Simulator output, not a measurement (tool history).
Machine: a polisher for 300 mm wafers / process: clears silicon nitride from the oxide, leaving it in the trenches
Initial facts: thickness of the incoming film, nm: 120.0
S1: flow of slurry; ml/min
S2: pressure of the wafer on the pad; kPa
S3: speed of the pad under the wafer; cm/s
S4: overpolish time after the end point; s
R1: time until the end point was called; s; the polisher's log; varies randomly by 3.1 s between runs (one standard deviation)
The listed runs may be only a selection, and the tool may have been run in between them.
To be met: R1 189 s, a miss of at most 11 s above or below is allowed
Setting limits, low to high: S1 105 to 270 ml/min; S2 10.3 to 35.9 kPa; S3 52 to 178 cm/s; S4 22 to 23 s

run  hour   S1    S2   S3  S4      R1
  1     0  175  22.8  114  22   100.3
  2   2.5  175  26.2  114  22  85.564
  3   5.9  175  21.4  110  22  107.95
  4   7.4  175  17.9  106  22  132.18
  5     8  175  17.9  106  22  129.31
  6   8.9  175  15.9  104  22   153.5
  7  13.6  175  14.5  104  22   160.3
  8  15.8  175  13.8  104  22  169.55

Exactly one of the 5 candidate moves below puts every result within its allowed miss. Which one?
  A    18  195  15.9   90  23   ?
  B    18  190  16.5  108  22   ?
  C    18  175  15.9   96  22   ?
  D    18  190  12.4  114  23   ?
  E    18  155  13.8   96  22   ?

move      R1
   A  165.86
   B  136.07
   C  159.05
   D  170.56
   E     185
A: lands further from the targets than the last run did
B: lands further from the targets than the last run did
C: lands further from the targets than the last run did
D: closer than the last run, but not yet in spec
E: meets every target
Answer: E

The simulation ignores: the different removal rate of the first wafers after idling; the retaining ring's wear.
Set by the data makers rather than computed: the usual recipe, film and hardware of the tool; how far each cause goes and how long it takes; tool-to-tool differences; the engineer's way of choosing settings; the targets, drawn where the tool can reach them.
